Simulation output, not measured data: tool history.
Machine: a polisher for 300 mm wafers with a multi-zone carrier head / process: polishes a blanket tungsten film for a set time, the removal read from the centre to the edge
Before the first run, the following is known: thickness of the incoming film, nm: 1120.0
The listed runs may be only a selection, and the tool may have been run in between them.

run,day,flow of slurry (ml/min),pressure of the head's centre zone,pressure of the head's middle zone,pressure of the head's edge zone,abrasive content of the slurry,polishing time (s),film removed at the wafer's centre (angstrom),film removed at mid-radius (angstrom),film removed at the wafer's edge (angstrom)
1,0.000,270,1.00,1.00,1.00,1.00,33,1574.90,1524.0,1503.00
2,0.279,270,1.00,1.00,1.04,1.00,33,1550.80,1547.5,1561.90
3,0.542,270,0.93,1.00,1.04,1.00,33,1446.90,1504.1,1550.20
4,0.746,270,0.92,1.01,1.02,0.95,32,1403.10,1449.5,1462.50
5,0.896,265,0.91,1.02,1.02,0.90,31,1303.60,1397.0,1409.50
6,0.946,265,0.90,1.02,1.00,0.85,30,1228.10,1379.6,1325.40
7,1.250,265,0.90,1.02,1.00,0.85,30,1254.40,1391.7,1350.80
8,1.446,265,0.90,1.01,0.99,0.80,29,1193.00,1298.5,1293.10
9,1.583,265,0.90,1.01,0.98,0.75,28,1152.60,1237.6,1210.30
10,1.642,265,0.89,1.01,0.97,0.70,28,1124.30,1222.4,1186.70

Run 11 has not been measured yet. What should we expect?
11,1.850,255,0.82,1.00,0.87,0.50,26,?,?,?

For run 11 the tool returned film removed at the wafer's centre (angstrom) 910.84, film removed at mid-radius (angstrom) 1056.8, film removed at the wafer's edge (angstrom) 999.44.

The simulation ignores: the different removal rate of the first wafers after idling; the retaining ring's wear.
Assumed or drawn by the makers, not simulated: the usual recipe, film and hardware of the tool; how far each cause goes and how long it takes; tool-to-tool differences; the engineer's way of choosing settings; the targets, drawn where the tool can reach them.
